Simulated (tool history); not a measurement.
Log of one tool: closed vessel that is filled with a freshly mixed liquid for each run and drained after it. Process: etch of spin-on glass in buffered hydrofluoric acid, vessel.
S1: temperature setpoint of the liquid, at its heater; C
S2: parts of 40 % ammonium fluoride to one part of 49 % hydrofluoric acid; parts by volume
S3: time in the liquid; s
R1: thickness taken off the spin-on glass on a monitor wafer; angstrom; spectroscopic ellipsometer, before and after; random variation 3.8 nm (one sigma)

Run 1, hour 0.0: S1 21.0 C, S2 13.0 parts by volume, S3 100 s. Result: R1 3423.7 angstrom.
Run 2, hour 7.7: S1 21.0 C, S2 13.0 parts by volume, S3 100 s. Result: R1 3392.9 angstrom.
Run 3, hour 15.3: S1 21.0 C, S2 16.5 parts by volume, S3 100 s. Result: R1 2684.2 angstrom.
Run 4, hour 22.2: S1 22.5 C, S2 15.0 parts by volume, S3 100 s. Result: R1 3197.3 angstrom.
Run 5, hour 28.9: S1 22.5 C, S2 12.0 parts by volume, S3 100 s. Result: R1 3991.3 angstrom.
Run 6, hour 35.1: S1 24.0 C, S2 12.0 parts by volume, S3 100 s. Result: R1 4324.8 angstrom.

Forecast run 7:
Run 7, hour 39.9: S1 25.0 C, S2 11.5 parts by volume, S3 100 s. Result: R1 ?.

{"run 7": {"R1": 4778.8}}
